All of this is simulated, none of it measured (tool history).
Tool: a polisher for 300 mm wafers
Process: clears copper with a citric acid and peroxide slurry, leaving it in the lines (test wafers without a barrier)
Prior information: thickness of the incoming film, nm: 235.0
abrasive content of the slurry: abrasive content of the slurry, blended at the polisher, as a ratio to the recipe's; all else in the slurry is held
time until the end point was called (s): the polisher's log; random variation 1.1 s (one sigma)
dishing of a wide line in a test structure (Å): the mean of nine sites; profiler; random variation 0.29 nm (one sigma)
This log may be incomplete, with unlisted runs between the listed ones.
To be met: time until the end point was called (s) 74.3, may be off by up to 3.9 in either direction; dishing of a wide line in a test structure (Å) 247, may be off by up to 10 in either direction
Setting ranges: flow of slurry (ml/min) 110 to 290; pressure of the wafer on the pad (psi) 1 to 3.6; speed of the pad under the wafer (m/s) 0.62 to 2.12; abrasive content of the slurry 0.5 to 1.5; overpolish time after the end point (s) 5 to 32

| run | hour | flow of slurry (ml/min) | pressure of the wafer on the pad (psi) | speed of the pad under the wafer (m/s) | abrasive content of the slurry | overpolish time after the end point (s) | time until the end point was called (s) | dishing of a wide line in a test structure (Å) |
|---|---|---|---|---|---|---|---|---|
| 1 | 0 | 185 | 2.3 | 1.36 | 1 | 16 | 103.63 | 215.44 |
| 2 | 6.1 | 185 | 2.3 | 1.36 | 0.8 | 16 | 105.84 | 211.16 |
| 3 | 14.7 | 185 | 2.5 | 1.36 | 0.8 | 15 | 98.82 | 212.7 |
| 4 | 21 | 185 | 2.5 | 1.06 | 0.8 | 15 | 127.17 | 183.26 |
| 5 | 24.5 | 185 | 2.5 | 1.06 | 0.8 | 19 | 124.93 | 217.61 |
| 6 | 25.8 | 185 | 2.8 | 1.1 | 0.8 | 18 | 112.21 | 221.91 |
| 7 | 32.1 | 185 | 3 | 1.16 | 0.8 | 17 | 104.67 | 232.09 |
| 8 | 34.7 | 210 | 3.6 | 1.46 | 0.85 | 10 | 71.192 | 203.79 |
| 9 | 37.5 | 210 | 3.5 | 1.48 | 0.85 | 11 | 72.613 | 220.14 |
| 10 | 45.1 | 210 | 3.5 | 1.48 | 0.85 | 12 | 69.99 | 231.08 |

Of the 4 settings listed for the next run, only one would bring every result within its allowed miss of target. Which one?
| A | 52.7 | 215 | 3.5 | 1.6 | 0.8 | 10 | ? | ? |
| B | 52.7 | 195 | 3.6 | 1.64 | 1 | 11 | ? | ? |
| C | 52.7 | 180 | 3.3 | 1.7 | 0.85 | 13 | ? | ? |
| D | 52.7 | 235 | 3.5 | 1.46 | 0.7 | 14 | ? | ? |

| move | time until the end point was called (s) | dishing of a wide line in a test structure (Å) |
|---|---|---|
| A | 66.808 | 211.55 |
| B | 62.881 | 234.46 |
| C | 67.087 | 248.85 |
| D | 73 | 248.01 |
A: the biggest miss grows against the last run
B: the biggest miss grows against the last run
C: gets the furthest-off result to its target, but another result is out of tolerance
D: meets every target
The right move is D.

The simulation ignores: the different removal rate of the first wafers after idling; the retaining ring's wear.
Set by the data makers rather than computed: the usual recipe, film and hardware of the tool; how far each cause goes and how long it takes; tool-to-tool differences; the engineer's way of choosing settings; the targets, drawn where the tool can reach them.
